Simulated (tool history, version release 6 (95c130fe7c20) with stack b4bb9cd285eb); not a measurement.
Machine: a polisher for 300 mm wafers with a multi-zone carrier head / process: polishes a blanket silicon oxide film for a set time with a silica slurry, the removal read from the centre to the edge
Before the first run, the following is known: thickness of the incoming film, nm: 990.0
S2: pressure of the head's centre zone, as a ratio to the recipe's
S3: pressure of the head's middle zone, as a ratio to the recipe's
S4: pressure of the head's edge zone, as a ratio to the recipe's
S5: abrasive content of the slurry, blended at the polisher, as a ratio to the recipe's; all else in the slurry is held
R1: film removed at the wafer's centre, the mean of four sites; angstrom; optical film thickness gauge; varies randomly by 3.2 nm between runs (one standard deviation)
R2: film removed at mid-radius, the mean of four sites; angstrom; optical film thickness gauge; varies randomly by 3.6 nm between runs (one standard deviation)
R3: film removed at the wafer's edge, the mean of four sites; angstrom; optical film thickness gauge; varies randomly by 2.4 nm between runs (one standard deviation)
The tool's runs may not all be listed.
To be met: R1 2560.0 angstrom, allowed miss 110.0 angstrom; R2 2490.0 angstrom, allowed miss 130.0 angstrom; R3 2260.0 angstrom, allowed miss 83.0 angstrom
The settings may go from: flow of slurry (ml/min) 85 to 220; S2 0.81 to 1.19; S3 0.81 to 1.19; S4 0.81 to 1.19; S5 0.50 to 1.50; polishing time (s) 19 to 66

run 1 hour=0.0 | flow_of_slurry_(ml/min)=140 S2=1.00 S3=1.00 S4=1.00 S5=1.00 polishing_time_(s)=42 | R1=1765.8 R2=1770.5 R3=1732.0
run 2 hour=0.9 | flow_of_slurry_(ml/min)=140 S2=1.00 S3=1.00 S4=1.00 S5=1.15 polishing_time_(s)=42 | R1=1876.9 R2=1829.0 R3=1819.1
run 3 hour=6.4 | flow_of_slurry_(ml/min)=130 S2=1.00 S3=1.00 S4=1.00 S5=1.15 polishing_time_(s)=42 | R1=1835.3 R2=1811.1 R3=1802.1
run 4 hour=11.8 | flow_of_slurry_(ml/min)=140 S2=1.02 S3=1.03 S4=1.02 S5=1.20 polishing_time_(s)=42 | R1=1949.6 R2=1980.2 R3=1871.7
run 5 hour=18.3 | flow_of_slurry_(ml/min)=140 S2=1.05 S3=1.03 S4=1.02 S5=1.20 polishing_time_(s)=42 | R1=1986.1 R2=1924.4 R3=1890.9
run 6 hour=25.3 | flow_of_slurry_(ml/min)=150 S2=1.07 S3=1.05 S4=1.03 S5=1.25 polishing_time_(s)=42 | R1=2128.0 R2=2004.8 R3=1868.0
run 7 hour=26.8 | flow_of_slurry_(ml/min)=155 S2=1.07 S3=1.06 S4=1.04 S5=1.30 polishing_time_(s)=43 | R1=2113.9 R2=2063.7 R3=1966.4
run 8 hour=32.7 | flow_of_slurry_(ml/min)=155 S2=1.08 S3=1.07 S4=1.04 S5=1.35 polishing_time_(s)=44 | R1=2261.6 R2=2166.1 R3=2088.3
run 9 hour=33.6 | flow_of_slurry_(ml/min)=155 S2=1.09 S3=1.09 S4=1.04 S5=1.40 polishing_time_(s)=44 | R1=2304.6 R2=2301.5 R3=2098.6
run 10 hour=37.9 | flow_of_slurry_(ml/min)=155 S2=1.10 S3=1.09 S4=1.04 S5=1.40 polishing_time_(s)=44 | R1=2321.9 R2=2224.3 R3=2070.3
run 11 hour=42.4 | flow_of_slurry_(ml/min)=160 S2=1.10 S3=1.10 S4=1.05 S5=1.40 polishing_time_(s)=44 | R1=2327.5 R2=2274.0 R3=2123.2
run 12 hour=43.1 | flow_of_slurry_(ml/min)=165 S2=1.11 S3=1.11 S4=1.05 S5=1.40 polishing_time_(s)=44 | R1=2345.1 R2=2283.3 R3=2137.0
run 13 hour=46.9 | flow_of_slurry_(ml/min)=165 S2=1.11 S3=1.11 S4=1.05 S5=1.40 polishing_time_(s)=44 | R1=2356.6 R2=2255.5 R3=2082.2

5 next moves are on the table. One of them brings every result within its allowed miss. Which?
run A hour=50.7 | flow_of_slurry_(ml/min)=145 S2=1.07 S3=1.06 S4=1.08 S5=1.50 polishing_time_(s)=49 | R1=? R2=? R3=?
run B hour=50.7 | flow_of_slurry_(ml/min)=205 S2=1.15 S3=0.93 S4=1.14 S5=1.45 polishing_time_(s)=47 | R1=? R2=? R3=?
run C hour=50.7 | flow_of_slurry_(ml/min)=160 S2=1.19 S3=0.88 S4=1.13 S5=1.50 polishing_time_(s)=49 | R1=? R2=? R3=?
run D hour=50.7 | flow_of_slurry_(ml/min)=150 S2=1.05 S3=1.19 S4=0.81 S5=1.45 polishing_time_(s)=43 | R1=? R2=? R3=?
run E hour=50.7 | flow_of_slurry_(ml/min)=165 S2=1.12 S3=1.14 S4=1.07 S5=1.45 polishing_time_(s)=46 | R1=? R2=? R3=?

move=A R1=2499.3 R2=2509.1 R3=2392.8
move=B R1=2721.3 R2=2260.6 R3=2441.3
move=C R1=2836.1 R2=2184.6 R3=2486.9
move=D R1=2149.1 R2=2425.7 R3=1823.2
move=E R1=2500.6 R2=2542.2 R3=2250.5
A: takes the biggest miss from the last run beyond its target
B: takes the biggest miss from the last run beyond its target
C: takes the biggest miss from the last run beyond its target
D: its largest miss is bigger than the last run's
E: each result inside its tolerance
E meets every target.
